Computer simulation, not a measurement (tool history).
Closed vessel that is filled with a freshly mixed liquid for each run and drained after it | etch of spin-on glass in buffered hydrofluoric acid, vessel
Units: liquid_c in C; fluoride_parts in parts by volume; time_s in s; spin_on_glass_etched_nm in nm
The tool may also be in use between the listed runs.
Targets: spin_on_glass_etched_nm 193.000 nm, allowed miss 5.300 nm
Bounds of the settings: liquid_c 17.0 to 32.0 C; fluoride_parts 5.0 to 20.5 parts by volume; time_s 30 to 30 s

run,hour,liquid_c,fluoride_parts,time_s,spin_on_glass_etched_nm
1,0.0,24.0,12.5,30,82.738
2,0.7,26.0,12.5,30,92.357
3,5.4,26.0,12.5,30,93.845
4,9.2,26.0,12.5,30,92.831
5,11.1,27.5,11.5,30,109.920
6,16.0,27.5,11.5,30,110.080
7,24.0,28.5,10.5,30,127.610
8,30.7,29.5,10.0,30,139.640
9,35.4,30.0,9.5,30,148.320
10,42.0,30.5,9.0,30,155.650
11,47.5,31.0,8.5,30,172.430

5 next moves are on the table. One of them brings every result within its allowed miss. Which?
A,53.0,29.0,8.5,30,?
B,53.0,28.5,9.5,30,?
C,53.0,31.0,9.0,30,?
D,53.0,32.0,8.5,30,?
E,53.0,32.0,8.0,30,?

move,spin_on_glass_etched_nm
A,154.150
B,136.410
C,160.900
D,180.300
E,192.520
A: further off than the last run
B: further off than the last run
C: further off than the last run
D: nearer than the last run, and not there yet
E: meets every target
Answer: E

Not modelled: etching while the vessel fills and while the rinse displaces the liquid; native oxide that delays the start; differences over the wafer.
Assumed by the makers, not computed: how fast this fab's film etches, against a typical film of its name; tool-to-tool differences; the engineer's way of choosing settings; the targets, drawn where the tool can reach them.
